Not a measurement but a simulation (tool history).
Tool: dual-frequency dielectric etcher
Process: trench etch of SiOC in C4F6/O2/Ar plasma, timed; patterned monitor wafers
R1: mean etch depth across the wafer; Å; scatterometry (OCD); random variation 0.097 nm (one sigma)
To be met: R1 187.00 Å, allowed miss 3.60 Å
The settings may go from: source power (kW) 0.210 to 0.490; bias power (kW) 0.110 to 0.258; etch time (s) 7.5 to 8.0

run 1 hour=0.0 | source_power_(kW)=0.350 bias_power_(kW)=0.184 etch_time_(s)=8.0 | R1=173.04
run 2 hour=6.1 | source_power_(kW)=0.360 bias_power_(kW)=0.185 etch_time_(s)=8.0 | R1=174.44
run 3 hour=7.0 | source_power_(kW)=0.320 bias_power_(kW)=0.185 etch_time_(s)=8.0 | R1=167.14
run 4 hour=14.2 | source_power_(kW)=0.320 bias_power_(kW)=0.185 etch_time_(s)=8.0 | R1=168.97
run 5 hour=18.3 | source_power_(kW)=0.340 bias_power_(kW)=0.188 etch_time_(s)=8.0 | R1=172.39
run 6 hour=21.6 | source_power_(kW)=0.350 bias_power_(kW)=0.190 etch_time_(s)=8.0 | R1=173.70
run 7 hour=28.6 | source_power_(kW)=0.360 bias_power_(kW)=0.192 etch_time_(s)=8.0 | R1=175.85
run 8 hour=32.3 | source_power_(kW)=0.370 bias_power_(kW)=0.194 etch_time_(s)=8.0 | R1=179.25
run 9 hour=34.9 | source_power_(kW)=0.380 bias_power_(kW)=0.195 etch_time_(s)=8.0 | R1=178.62
run 10 hour=41.0 | source_power_(kW)=0.390 bias_power_(kW)=0.197 etch_time_(s)=8.0 | R1=179.76
run 11 hour=47.7 | source_power_(kW)=0.390 bias_power_(kW)=0.197 etch_time_(s)=8.0 | R1=181.11

5 next moves are on the table. One of them brings every result within its allowed miss. Which?
run A hour=54.4 | source_power_(kW)=0.420 bias_power_(kW)=0.212 etch_time_(s)=8.0 | R1=?
run B hour=54.4 | source_power_(kW)=0.400 bias_power_(kW)=0.200 etch_time_(s)=7.5 | R1=?
run C hour=54.4 | source_power_(kW)=0.400 bias_power_(kW)=0.188 etch_time_(s)=8.0 | R1=?
run D hour=54.4 | source_power_(kW)=0.430 bias_power_(kW)=0.186 etch_time_(s)=7.5 | R1=?
run E hour=54.4 | source_power_(kW)=0.400 bias_power_(kW)=0.174 etch_time_(s)=8.0 | R1=?

move=A R1=186.68
move=B R1=169.98
move=C R1=178.15
move=D R1=169.61
move=E R1=174.35
A: meets every target
B: further off than the last run
C: further off than the last run
D: further off than the last run
E: further off than the last run
The right move is A.

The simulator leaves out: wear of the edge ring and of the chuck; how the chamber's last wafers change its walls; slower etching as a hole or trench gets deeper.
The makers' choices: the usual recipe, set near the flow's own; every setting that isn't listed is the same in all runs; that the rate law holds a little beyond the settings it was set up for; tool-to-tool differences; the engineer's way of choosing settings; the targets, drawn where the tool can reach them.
